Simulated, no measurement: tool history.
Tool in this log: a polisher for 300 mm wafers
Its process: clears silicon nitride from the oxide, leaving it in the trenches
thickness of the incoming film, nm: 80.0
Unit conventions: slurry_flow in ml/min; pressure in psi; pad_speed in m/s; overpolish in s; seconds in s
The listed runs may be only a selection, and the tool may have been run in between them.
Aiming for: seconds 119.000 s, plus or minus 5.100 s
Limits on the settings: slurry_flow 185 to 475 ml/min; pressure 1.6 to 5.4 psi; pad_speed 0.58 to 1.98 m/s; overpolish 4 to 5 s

{"run": 1, "hour": 0.0, "slurry_flow": 305, "pressure": 3.5, "pad_speed": 1.28, "overpolish": 5, "seconds": 64.527}
{"run": 2, "hour": 1.7, "slurry_flow": 305, "pressure": 3.5, "pad_speed": 1.02, "overpolish": 5, "seconds": 82.201}
{"run": 3, "hour": 2.5, "slurry_flow": 305, "pressure": 3.8, "pad_speed": 1.02, "overpolish": 5, "seconds": 74.702}
{"run": 4, "hour": 6.3, "slurry_flow": 305, "pressure": 3.5, "pad_speed": 1.02, "overpolish": 5, "seconds": 80.048}
{"run": 5, "hour": 11.9, "slurry_flow": 305, "pressure": 3.5, "pad_speed": 1.02, "overpolish": 4, "seconds": 81.277}
{"run": 6, "hour": 20.1, "slurry_flow": 305, "pressure": 3.5, "pad_speed": 1.02, "overpolish": 4, "seconds": 80.74}
{"run": 7, "hour": 22.7, "slurry_flow": 305, "pressure": 3.2, "pad_speed": 1.02, "overpolish": 4, "seconds": 88.679}
{"run": 8, "hour": 26.4, "slurry_flow": 305, "pressure": 3.0, "pad_speed": 1.02, "overpolish": 4, "seconds": 91.395}
{"run": 9, "hour": 28.2, "slurry_flow": 305, "pressure": 2.0, "pad_speed": 0.98, "overpolish": 4, "seconds": 144.21}

Next run, 4 choices. One meets every target within its allowed miss, the rest don't. Which?
{"run": "A", "hour": 30.0, "slurry_flow": 280, "pressure": 2.0, "pad_speed": 1.08, "overpolish": 4, "seconds": "?"}
{"run": "B", "hour": 30.0, "slurry_flow": 280, "pressure": 2.0, "pad_speed": 0.96, "overpolish": 4, "seconds": "?"}
{"run": "C", "hour": 30.0, "slurry_flow": 295, "pressure": 2.4, "pad_speed": 1.16, "overpolish": 5, "seconds": "?"}
{"run": "D", "hour": 30.0, "slurry_flow": 310, "pressure": 2.3, "pad_speed": 1.04, "overpolish": 4, "seconds": "?"}

move=A seconds=133.230
move=B seconds=149.220
move=C seconds=104.030
move=D seconds=119.900
A: gains on the last run, yet a result remains outside its allowed miss
B: further off than the last run
C: takes the result that was furthest off past its target
D: all results in spec
The right move is D.

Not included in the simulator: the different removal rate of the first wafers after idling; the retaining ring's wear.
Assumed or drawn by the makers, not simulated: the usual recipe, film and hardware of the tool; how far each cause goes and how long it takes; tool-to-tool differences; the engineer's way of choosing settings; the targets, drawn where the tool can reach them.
